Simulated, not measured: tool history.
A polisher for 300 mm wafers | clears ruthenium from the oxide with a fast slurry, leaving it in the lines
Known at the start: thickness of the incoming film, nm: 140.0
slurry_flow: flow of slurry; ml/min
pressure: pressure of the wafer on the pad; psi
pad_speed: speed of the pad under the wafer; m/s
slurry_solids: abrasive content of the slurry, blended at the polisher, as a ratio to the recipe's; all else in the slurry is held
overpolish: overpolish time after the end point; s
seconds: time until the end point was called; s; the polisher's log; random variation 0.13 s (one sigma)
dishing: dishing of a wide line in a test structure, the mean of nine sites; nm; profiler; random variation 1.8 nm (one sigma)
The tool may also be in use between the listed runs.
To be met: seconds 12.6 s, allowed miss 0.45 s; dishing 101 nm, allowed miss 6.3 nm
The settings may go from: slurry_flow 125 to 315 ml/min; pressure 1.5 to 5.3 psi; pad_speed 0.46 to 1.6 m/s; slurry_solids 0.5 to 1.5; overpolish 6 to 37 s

run 1 hour=0 | slurry_flow=205 pressure=3.4 pad_speed=1.02 slurry_solids=1 overpolish=19 | seconds=24.35 dishing=75.107
run 2 hour=7.3 | slurry_flow=160 pressure=3.4 pad_speed=1.02 slurry_solids=1 overpolish=19 | seconds=25.371 dishing=72.285
run 3 hour=15.4 | slurry_flow=160 pressure=3.4 pad_speed=1.2 slurry_solids=1 overpolish=19 | seconds=21.561 dishing=83.116
run 4 hour=19.8 | slurry_flow=165 pressure=3.6 pad_speed=1.2 slurry_solids=1 overpolish=18 | seconds=20.131 dishing=78.979
run 5 hour=26.9 | slurry_flow=165 pressure=3.6 pad_speed=1.2 slurry_solids=0.85 overpolish=18 | seconds=22.267 dishing=77.749
run 6 hour=33.1 | slurry_flow=165 pressure=2.9 pad_speed=1.2 slurry_solids=0.85 overpolish=18 | seconds=27.022 dishing=66.95
run 7 hour=40.3 | slurry_flow=170 pressure=3.2 pad_speed=1.2 slurry_solids=0.85 overpolish=18 | seconds=25.009 dishing=70.978
run 8 hour=46.8 | slurry_flow=175 pressure=3.5 pad_speed=1.2 slurry_solids=0.85 overpolish=18 | seconds=22.998 dishing=74.729
run 9 hour=50.3 | slurry_flow=175 pressure=3.7 pad_speed=1.22 slurry_solids=0.85 overpolish=18 | seconds=21.309 dishing=80.945
run 10 hour=54.2 | slurry_flow=180 pressure=3.9 pad_speed=1.22 slurry_solids=0.85 overpolish=17 | seconds=20.035 dishing=80.625
run 11 hour=61.9 | slurry_flow=195 pressure=4.9 pad_speed=1.28 slurry_solids=0.85 overpolish=14 | seconds=15.241 dishing=83.647
run 12 hour=66.8 | slurry_flow=195 pressure=5 pad_speed=1.3 slurry_solids=0.85 overpolish=14 | seconds=14.901 dishing=87.986
run 13 hour=74.6 | slurry_flow=195 pressure=5 pad_speed=1.32 slurry_solids=0.85 overpolish=14 | seconds=14.531 dishing=84.916

4 next moves are on the table. One of them brings every result within its allowed miss. Which?
run A hour=82.4 | slurry_flow=220 pressure=5.3 pad_speed=1.6 slurry_solids=0.7 overpolish=15 | seconds=? dishing=?
run B hour=82.4 | slurry_flow=195 pressure=5.2 pad_speed=1.32 slurry_solids=0.85 overpolish=14 | seconds=? dishing=?
run C hour=82.4 | slurry_flow=175 pressure=5.3 pad_speed=1.34 slurry_solids=0.85 overpolish=13 | seconds=? dishing=?
run D hour=82.4 | slurry_flow=190 pressure=5.1 pad_speed=1.36 slurry_solids=1 overpolish=12 | seconds=? dishing=?

move=A seconds=12.691 dishing=99.191
move=B seconds=14.093 dishing=88.211
move=C seconds=13.844 dishing=84.769
move=D seconds=12.832 dishing=84.52
A: meets every target
B: nearer than the last run, and not there yet
C: nearer than the last run, and not there yet
D: brings the result that was furthest off to its target, and leaves another outside
Answer: A
